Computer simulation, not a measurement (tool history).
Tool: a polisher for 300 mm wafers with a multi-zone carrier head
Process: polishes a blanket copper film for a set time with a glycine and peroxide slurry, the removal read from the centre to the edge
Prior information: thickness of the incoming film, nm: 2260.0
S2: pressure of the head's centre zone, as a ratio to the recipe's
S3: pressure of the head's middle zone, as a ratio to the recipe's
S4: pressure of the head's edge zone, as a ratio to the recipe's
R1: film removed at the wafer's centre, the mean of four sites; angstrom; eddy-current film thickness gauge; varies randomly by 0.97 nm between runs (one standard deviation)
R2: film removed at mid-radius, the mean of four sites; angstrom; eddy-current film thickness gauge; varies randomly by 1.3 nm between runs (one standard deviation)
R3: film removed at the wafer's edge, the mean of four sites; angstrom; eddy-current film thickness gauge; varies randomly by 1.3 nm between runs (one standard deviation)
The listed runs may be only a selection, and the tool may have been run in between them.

Run 1, hour 0: flow of slurry (ml/min) 150, S2 1, S3 1, S4 1, polishing time (s) 38. Result: R1 1599 angstrom, R2 1546.3 angstrom, R3 1549.4 angstrom.
Run 2, hour 5.4: flow of slurry (ml/min) 150, S2 0.96, S3 1, S4 1, polishing time (s) 38. Result: R1 1558.3 angstrom, R2 1562.5 angstrom, R3 1550 angstrom.
Run 3, hour 9.4: flow of slurry (ml/min) 150, S2 0.96, S3 1, S4 1, polishing time (s) 45. Result: R1 1837.5 angstrom, R2 1849.7 angstrom, R3 1810.9 angstrom.
Run 4, hour 17.2: flow of slurry (ml/min) 185, S2 0.96, S3 1, S4 1, polishing time (s) 45. Result: R1 1892.6 angstrom, R2 1940.1 angstrom, R3 1876.4 angstrom.
Run 5, hour 18.4: flow of slurry (ml/min) 170, S2 0.96, S3 0.96, S4 0.98, polishing time (s) 42. Result: R1 1740.8 angstrom, R2 1722.8 angstrom, R3 1707.3 angstrom.
Run 6, hour 26: flow of slurry (ml/min) 170, S2 0.96, S3 1.01, S4 0.98, polishing time (s) 42. Result: R1 1742.3 angstrom, R2 1810 angstrom, R3 1683.9 angstrom.
Run 7, hour 33.3: flow of slurry (ml/min) 160, S2 0.97, S3 0.97, S4 0.97, polishing time (s) 39. Result: R1 1603.9 angstrom, R2 1587.7 angstrom, R3 1560.9 angstrom.
Run 8, hour 36: flow of slurry (ml/min) 150, S2 0.98, S3 0.94, S4 0.96, polishing time (s) 37. Result: R1 1505.1 angstrom, R2 1447.5 angstrom, R3 1475.4 angstrom.
Run 9, hour 44.6: flow of slurry (ml/min) 140, S2 0.99, S3 0.91, S4 0.95, polishing time (s) 36. Result: R1 1464.2 angstrom, R2 1327 angstrom, R3 1426.8 angstrom.

What does the tool deliver on the next run?
Run 10, hour 47.7: flow of slurry (ml/min) 135, S2 0.99, S3 0.89, S4 0.93, polishing time (s) 35. Result: R1 ?, R2 ?, R3 ?.

R1: 1409.6 angstrom
R2: 1266 angstrom
R3: 1344.6 angstrom
